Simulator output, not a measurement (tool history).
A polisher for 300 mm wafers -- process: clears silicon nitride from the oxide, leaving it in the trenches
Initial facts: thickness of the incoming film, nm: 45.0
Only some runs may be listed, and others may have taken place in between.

run,day,flow of slurry (ml/min),pressure of the wafer on the pad (psi),speed of the pad under the wafer (cm/s),overpolish time after the end point (s),time until the end point was called (s)
1,0.000,160,2.0,84,18,86.231
2,0.229,160,2.0,84,18,86.722
3,0.421,160,1.8,84,18,97.585
4,0.729,160,1.7,84,18,102.820
5,0.979,160,2.0,84,18,87.501
6,1.262,160,2.5,84,18,72.937
7,1.417,160,2.2,82,18,82.708
8,1.792,160,2.0,80,18,91.165

Estimate the outcome of run 9 from the log above:
9,1.967,160,1.8,78,18,?

{"run 9": {"time until the end point was called (s)": 99.88}}

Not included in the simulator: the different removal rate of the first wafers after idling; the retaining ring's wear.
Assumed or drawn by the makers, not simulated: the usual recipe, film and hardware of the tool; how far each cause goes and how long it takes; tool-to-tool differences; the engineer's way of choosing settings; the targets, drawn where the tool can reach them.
